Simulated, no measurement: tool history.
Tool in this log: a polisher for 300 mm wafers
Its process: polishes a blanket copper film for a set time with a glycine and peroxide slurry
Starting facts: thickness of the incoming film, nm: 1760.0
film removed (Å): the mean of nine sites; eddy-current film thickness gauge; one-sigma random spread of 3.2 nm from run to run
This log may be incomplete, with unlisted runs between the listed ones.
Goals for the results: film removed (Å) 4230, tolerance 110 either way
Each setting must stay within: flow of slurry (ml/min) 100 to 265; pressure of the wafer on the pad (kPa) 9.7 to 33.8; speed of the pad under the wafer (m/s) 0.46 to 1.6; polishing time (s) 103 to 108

run	hour	flow of slurry (ml/min)	pressure of the wafer on the pad (kPa)	speed of the pad under the wafer (m/s)	polishing time (s)	film removed (Å)
1	0	170	21.4	1.02	103	5684.3
2	2.6	165	20	1.02	103	5419
3	4	165	19.3	1.02	103	5168
4	6.9	165	19.3	1.26	103	6287.2
5	9.9	160	17.9	1.26	103	5860.1
6	10.9	155	16.5	1.26	103	5444
7	16	120	10.3	1.26	103	3533.8
8	22.9	130	10.3	1.26	103	3576.6
9	27	140	10.3	1.26	103	3728.2
10	32.1	190	11	1.26	103	4075.8

5 next moves are on the table. One of them brings every result within its allowed miss. Which?
A	37.2	195	15.9	0.8	107	?
B	37.2	210	11.7	1.1	106	?
C	37.2	200	15.2	0.96	103	?
D	37.2	190	11	1.24	103	?
E	37.2	215	12.4	1.06	105	?

move	film removed (Å)
A	3913.3
B	3964.1
C	4202.9
D	3975.2
E	3999.4
A: lands further from the targets than the last run did
B: lands further from the targets than the last run did
C: each result inside its tolerance
D: lands further from the targets than the last run did
E: lands further from the targets than the last run did
Go with C: it meets all targets.

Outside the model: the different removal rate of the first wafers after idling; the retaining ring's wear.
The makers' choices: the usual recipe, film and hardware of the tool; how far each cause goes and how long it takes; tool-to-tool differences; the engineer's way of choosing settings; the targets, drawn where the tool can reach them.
